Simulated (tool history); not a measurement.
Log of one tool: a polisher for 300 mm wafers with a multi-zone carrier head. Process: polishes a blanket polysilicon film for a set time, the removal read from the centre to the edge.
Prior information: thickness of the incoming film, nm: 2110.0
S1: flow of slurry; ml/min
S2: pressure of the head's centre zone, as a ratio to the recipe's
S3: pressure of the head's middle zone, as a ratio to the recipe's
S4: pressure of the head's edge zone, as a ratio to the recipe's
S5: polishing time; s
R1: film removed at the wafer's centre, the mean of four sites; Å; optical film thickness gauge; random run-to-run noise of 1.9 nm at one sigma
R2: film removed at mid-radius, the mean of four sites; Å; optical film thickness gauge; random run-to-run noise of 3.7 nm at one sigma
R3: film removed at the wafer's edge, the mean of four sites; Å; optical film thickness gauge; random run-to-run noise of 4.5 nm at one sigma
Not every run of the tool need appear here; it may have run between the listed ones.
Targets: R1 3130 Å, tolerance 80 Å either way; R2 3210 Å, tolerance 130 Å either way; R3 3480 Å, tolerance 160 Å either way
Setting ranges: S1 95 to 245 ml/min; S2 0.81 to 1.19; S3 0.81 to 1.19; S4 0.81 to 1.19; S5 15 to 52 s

run	day	S1	S2	S3	S4	S5	R1	R2	R3
1	0	155	1	1	1	33	2155.4	2192.4	2099.2
2	0.088	155	1	1	1.02	34	2241	2252.3	2149.5
3	0.142	155	0.99	0.99	1.03	36	2344.8	2374.8	2350.6
4	0.296	155	0.99	0.99	1	36	2360.6	2364.7	2304.8
5	0.471	155	0.99	1.02	1	36	2354.5	2410	2342.8
6	0.654	155	0.99	1.02	1.02	37	2391.2	2512.8	2350.6
7	0.721	160	0.98	1.01	1.02	38	2472.3	2521.6	2484
8	0.867	165	0.97	1.01	1.03	39	2532.9	2652.8	2554.5
9	1.138	160	0.97	1	1.04	40	2564.6	2712.1	2611.3
10	1.346	160	0.96	0.98	1.05	41	2595.3	2693.5	2731.2
11	1.417	165	0.96	0.98	1.06	42	2690.7	2793	2813

5 next moves are on the table. One of them brings every result within its allowed miss. Which?
A	1.488	190	0.87	0.85	0.97	52	?	?	?
B	1.488	125	1.02	1.02	0.94	39	?	?	?
C	1.488	140	0.88	0.9	1.11	52	?	?	?
D	1.488	150	1.03	1.14	1.07	50	?	?	?
E	1.488	190	0.95	0.89	1.01	51	?	?	?

move	R1	R2	R3
A	3110.1	3194.2	3362.2
B	2486.6	2516.5	2330
C	2946	3140.5	3440.8
D	3382.1	3670.1	3273.7
E	3334.1	3239	3360.6
A: in spec on every target
B: lands further from the targets than the last run did
C: better than the last run, though not everything is in spec
D: carries the result that was furthest off beyond its target, to the other side
E: carries the result that was furthest off beyond its target, to the other side
The move that meets every target is A.
